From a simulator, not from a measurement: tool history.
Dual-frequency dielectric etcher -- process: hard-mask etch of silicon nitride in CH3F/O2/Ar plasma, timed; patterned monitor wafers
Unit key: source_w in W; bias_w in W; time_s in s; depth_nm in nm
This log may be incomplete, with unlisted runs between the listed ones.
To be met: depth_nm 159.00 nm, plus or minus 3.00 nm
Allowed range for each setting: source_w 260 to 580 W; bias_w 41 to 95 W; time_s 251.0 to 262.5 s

run,hour,source_w,bias_w,time_s,depth_nm
1,0.0,420,68,251.0,182.04
2,2.1,390,68,251.0,177.29
3,10.2,390,74,251.0,185.00
4,11.5,390,80,251.0,189.41
5,20.2,390,74,251.0,184.05
6,27.2,350,74,251.0,176.32
7,28.1,330,73,251.0,171.03
8,30.6,310,73,251.0,167.64
9,34.7,300,73,251.0,166.49
10,43.7,290,72,251.0,164.25

Which one of the following 5 next-run settings gets every result inside its allowed miss? There is exactly one.
A,52.7,300,61,259.0,?
B,52.7,280,86,253.5,?
C,52.7,300,72,251.0,?
D,52.7,300,72,257.0,?
E,52.7,290,68,257.5,?

move,depth_nm
A,160.14
B,174.82
C,165.37
D,169.33
E,163.97
A: hits every target within its allowed miss
B: moves away from the targets compared with the last run
C: moves away from the targets compared with the last run
D: moves away from the targets compared with the last run
E: an improvement on the last run, though not all results are within tolerance
Correct choice: A, which meets every target
